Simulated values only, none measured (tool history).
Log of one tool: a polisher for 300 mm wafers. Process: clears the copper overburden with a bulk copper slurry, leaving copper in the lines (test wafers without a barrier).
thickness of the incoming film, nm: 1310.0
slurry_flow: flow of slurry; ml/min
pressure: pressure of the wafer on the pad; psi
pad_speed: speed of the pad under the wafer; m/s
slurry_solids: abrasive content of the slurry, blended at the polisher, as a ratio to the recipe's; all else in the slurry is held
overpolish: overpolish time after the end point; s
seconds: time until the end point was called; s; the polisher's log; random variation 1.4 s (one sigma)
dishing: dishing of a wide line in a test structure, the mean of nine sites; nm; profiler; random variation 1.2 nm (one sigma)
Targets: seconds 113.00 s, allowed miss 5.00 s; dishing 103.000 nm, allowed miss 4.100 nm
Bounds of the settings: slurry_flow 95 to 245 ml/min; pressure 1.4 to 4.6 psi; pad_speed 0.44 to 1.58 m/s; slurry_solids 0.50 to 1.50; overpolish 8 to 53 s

run,day,slurry_flow,pressure,pad_speed,slurry_solids,overpolish,seconds,dishing
1,0.000,155,3.0,1.00,1.00,27,138.56,83.210
2,0.208,155,3.1,1.00,1.00,29,134.05,89.576
3,0.254,155,3.2,1.00,1.00,30,130.99,92.249
4,0.354,155,3.2,0.90,1.00,30,133.33,87.858
5,0.704,155,3.3,0.92,1.00,31,133.00,90.989
6,1.042,155,2.9,0.92,1.00,31,145.27,86.035
7,1.312,155,3.1,0.92,1.00,31,143.15,90.155
8,1.492,155,3.3,0.92,1.00,31,131.11,91.340
9,1.850,155,3.4,0.92,1.00,32,128.04,93.278
10,2.029,155,3.5,0.92,1.00,33,124.96,94.696
11,2.404,155,3.6,0.92,1.00,34,120.15,96.087

Which of these 4 next moves meets every target?
A,2.779,155,3.6,0.92,1.00,31,?,?
B,2.779,175,3.2,1.00,1.05,22,?,?
C,2.779,135,3.8,0.88,0.95,29,?,?
D,2.779,100,3.6,1.22,1.00,51,?,?

move,seconds,dishing
A,122.71,95.675
B,126.75,84.517
C,124.32,94.736
D,114.49,102.470
A: further off than the last run
B: further off than the last run
C: further off than the last run
D: meets every target
The right move is D.
